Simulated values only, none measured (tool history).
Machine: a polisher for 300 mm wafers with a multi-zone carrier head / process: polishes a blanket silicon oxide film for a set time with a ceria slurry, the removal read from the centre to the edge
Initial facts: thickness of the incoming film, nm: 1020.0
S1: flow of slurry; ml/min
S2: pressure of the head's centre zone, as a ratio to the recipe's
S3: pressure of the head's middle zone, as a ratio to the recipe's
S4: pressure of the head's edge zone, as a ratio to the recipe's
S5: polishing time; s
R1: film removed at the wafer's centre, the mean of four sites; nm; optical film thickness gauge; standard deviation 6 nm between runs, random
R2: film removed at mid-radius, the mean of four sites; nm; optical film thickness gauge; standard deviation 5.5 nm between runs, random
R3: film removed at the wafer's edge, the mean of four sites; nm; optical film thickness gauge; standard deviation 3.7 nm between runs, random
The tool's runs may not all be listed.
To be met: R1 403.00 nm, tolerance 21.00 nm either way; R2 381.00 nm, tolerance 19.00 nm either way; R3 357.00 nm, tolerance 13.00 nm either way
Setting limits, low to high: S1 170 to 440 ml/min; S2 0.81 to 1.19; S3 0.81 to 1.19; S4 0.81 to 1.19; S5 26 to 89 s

run	day	S1	S2	S3	S4	S5	R1	R2	R3
1	0.000	280	1.00	1.00	1.00	57	298.32	290.34	306.42
2	0.079	280	1.00	1.00	1.00	50	261.33	262.59	267.13
3	0.362	280	1.00	1.00	0.96	50	265.32	253.29	263.00
4	0.588	290	1.04	1.03	0.98	53	290.34	272.24	285.49
5	0.767	285	1.04	1.07	0.94	57	306.09	314.20	303.23
6	1.000	290	1.08	1.09	0.93	59	343.28	314.76	310.30
7	1.312	295	1.09	1.11	0.93	61	351.68	330.18	320.43
8	1.525	295	1.10	1.12	0.93	63	366.19	363.66	333.05
9	1.567	295	1.11	1.12	0.94	64	373.88	374.76	343.53
10	1.804	300	1.12	1.11	0.95	64	378.34	354.81	332.04

Exercise: of the 4 proposed moves below, exactly one satisfies all targets within the stated allowed misses. Which move is it?
A	2.042	315	1.13	1.11	0.94	67	?	?	?
B	2.042	335	1.06	1.01	1.00	60	?	?	?
C	2.042	310	1.00	0.82	0.98	70	?	?	?
D	2.042	290	0.95	1.17	0.98	67	?	?	?

move	R1	R2	R3
A	397.63	379.23	358.91
B	335.02	314.65	328.50
C	366.17	307.35	380.61
D	332.12	395.16	361.46
A: every result within its allowed miss
B: further off than the last run
C: pushes the last run's worst result past its target
D: corrects the largest miss of the last run, while another result sits out of spec
A meets every target.

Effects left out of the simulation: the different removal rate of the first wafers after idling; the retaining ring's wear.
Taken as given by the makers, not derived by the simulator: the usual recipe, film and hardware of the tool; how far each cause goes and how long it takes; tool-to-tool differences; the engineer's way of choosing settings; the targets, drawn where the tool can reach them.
